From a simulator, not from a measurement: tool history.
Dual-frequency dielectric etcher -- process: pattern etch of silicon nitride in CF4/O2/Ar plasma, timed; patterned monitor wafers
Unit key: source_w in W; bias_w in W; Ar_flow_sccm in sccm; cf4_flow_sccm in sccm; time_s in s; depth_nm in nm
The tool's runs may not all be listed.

{"run": 1, "hour": 0.0, "source_w": 470, "bias_w": 45, "Ar_flow_sccm": 107, "cf4_flow_sccm": 81, "time_s": 9.5, "depth_nm": 15.078}
{"run": 2, "hour": 7.8, "source_w": 490, "bias_w": 45, "Ar_flow_sccm": 107, "cf4_flow_sccm": 81, "time_s": 9.5, "depth_nm": 15.522}
{"run": 3, "hour": 15.0, "source_w": 510, "bias_w": 45, "Ar_flow_sccm": 107, "cf4_flow_sccm": 81, "time_s": 9.5, "depth_nm": 16.252}
{"run": 4, "hour": 22.6, "source_w": 520, "bias_w": 45, "Ar_flow_sccm": 107, "cf4_flow_sccm": 81, "time_s": 9.5, "depth_nm": 16.761}
{"run": 5, "hour": 26.6, "source_w": 520, "bias_w": 39, "Ar_flow_sccm": 107, "cf4_flow_sccm": 81, "time_s": 9.5, "depth_nm": 15.518}
{"run": 6, "hour": 29.9, "source_w": 530, "bias_w": 39, "Ar_flow_sccm": 107, "cf4_flow_sccm": 81, "time_s": 9.5, "depth_nm": 15.912}

Estimate the outcome of run 7 from the log above:
{"run": 7, "hour": 32.5, "source_w": 540, "bias_w": 39, "Ar_flow_sccm": 107, "cf4_flow_sccm": 81, "time_s": 9.5, "depth_nm": "?"}

depth_nm: 16.226 nm

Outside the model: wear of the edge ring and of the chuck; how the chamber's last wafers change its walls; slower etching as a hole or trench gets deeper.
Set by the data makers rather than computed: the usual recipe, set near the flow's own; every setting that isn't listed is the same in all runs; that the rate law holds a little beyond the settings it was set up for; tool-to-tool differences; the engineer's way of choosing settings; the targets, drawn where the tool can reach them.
